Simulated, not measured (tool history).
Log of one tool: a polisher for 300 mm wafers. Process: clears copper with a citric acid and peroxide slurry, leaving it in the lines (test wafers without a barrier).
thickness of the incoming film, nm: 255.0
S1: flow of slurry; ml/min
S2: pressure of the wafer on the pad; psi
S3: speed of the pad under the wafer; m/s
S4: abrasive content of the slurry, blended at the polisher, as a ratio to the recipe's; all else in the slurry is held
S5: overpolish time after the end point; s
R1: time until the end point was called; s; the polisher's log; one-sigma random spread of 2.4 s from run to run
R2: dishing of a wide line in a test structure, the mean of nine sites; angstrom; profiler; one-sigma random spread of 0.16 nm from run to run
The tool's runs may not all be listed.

| run | day | S1 | S2 | S3 | S4 | S5 | R1 | R2 |
|---|---|---|---|---|---|---|---|---|
| 1 | 0.000 | 310 | 2.1 | 1.36 | 1.00 | 16 | 112.67 | 241.070 |
| 2 | 0.246 | 310 | 2.1 | 1.36 | 1.20 | 16 | 105.03 | 248.700 |
| 3 | 0.554 | 310 | 2.1 | 1.36 | 1.05 | 16 | 107.90 | 250.110 |
| 4 | 0.738 | 310 | 1.8 | 1.36 | 1.15 | 13 | 120.08 | 189.310 |
| 5 | 0.946 | 310 | 1.8 | 1.36 | 1.15 | 7 | 121.72 | 109.780 |
| 6 | 1.071 | 310 | 1.8 | 1.36 | 1.15 | 14 | 121.20 | 190.660 |
| 7 | 1.408 | 310 | 1.2 | 1.44 | 1.15 | 6 | 166.24 | 69.204 |
| 8 | 1.592 | 305 | 1.2 | 1.54 | 1.10 | 6 | 152.67 | 72.130 |
| 9 | 1.804 | 300 | 1.2 | 1.58 | 1.05 | 6 | 153.90 | 76.847 |
| 10 | 2.112 | 310 | 1.2 | 1.60 | 1.10 | 6 | 156.14 | 74.229 |
| 11 | 2.183 | 295 | 1.2 | 1.68 | 1.15 | 6 | 148.67 | 76.173 |
| 12 | 2.512 | 300 | 1.2 | 1.76 | 1.20 | 6 | 138.98 | 85.382 |
| 13 | 2.679 | 295 | 1.2 | 1.80 | 1.05 | 6 | 142.13 | 82.442 |
| 14 | 3.012 | 305 | 1.1 | 1.82 | 1.15 | 6 | 142.72 | 81.077 |
| 15 | 3.317 | 280 | 1.1 | 1.88 | 1.15 | 6 | 140.11 | 80.676 |
| 16 | 3.658 | 255 | 1.1 | 1.92 | 1.15 | 6 | 139.10 | 82.780 |
| 17 | 3.792 | 275 | 1.1 | 1.92 | 1.15 | 6 | 140.58 | 81.886 |
| 18 | 4.029 | 275 | 1.1 | 1.94 | 1.15 | 6 | 137.66 | 82.284 |

Predict the results of run 19:
| 19 | 4.183 | 260 | 1.1 | 1.98 | 1.15 | 6 | ? | ? |

R1: 138.82 s
R2: 85.898 angstrom
